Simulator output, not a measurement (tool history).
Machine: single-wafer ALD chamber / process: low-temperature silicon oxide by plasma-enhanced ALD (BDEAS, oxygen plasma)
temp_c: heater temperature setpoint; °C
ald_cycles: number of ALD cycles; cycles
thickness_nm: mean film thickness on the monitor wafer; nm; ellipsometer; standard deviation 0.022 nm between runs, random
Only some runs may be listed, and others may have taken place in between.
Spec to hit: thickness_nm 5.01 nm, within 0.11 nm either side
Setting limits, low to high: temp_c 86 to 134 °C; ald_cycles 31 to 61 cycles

| run | hour | temp_c | ald_cycles | thickness_nm |
|---|---|---|---|---|
| 1 | 0 | 110 | 46 | 6.4459 |
| 2 | 2.4 | 111 | 43 | 6.0152 |
| 3 | 3.7 | 112 | 40 | 5.5676 |
| 4 | 9.4 | 112 | 46 | 6.4468 |
| 5 | 12.6 | 117 | 46 | 6.2936 |
| 6 | 17.2 | 117 | 52 | 7.1799 |
| 7 | 19.4 | 120 | 47 | 6.454 |
| 8 | 26 | 121 | 43 | 5.916 |

Consider the 5 candidate settings below. Which is the only one whose results all fall within their allowed miss of target?
| A | 32.6 | 117 | 39 | ? |
| B | 32.6 | 129 | 37 | ? |
| C | 32.6 | 104 | 43 | ? |
| D | 32.6 | 108 | 34 | ? |
| E | 32.6 | 128 | 35 | ? |

| move | thickness_nm |
|---|---|
| A | 5.422 |
| B | 5.0168 |
| C | 6.1749 |
| D | 4.8145 |
| E | 4.7557 |
A: closes in on the targets versus the last run, not all within tolerance yet
B: meets every target
C: misses by more than the last run did
D: takes the result that was furthest off past its target
E: takes the result that was furthest off past its target
The right move is B.
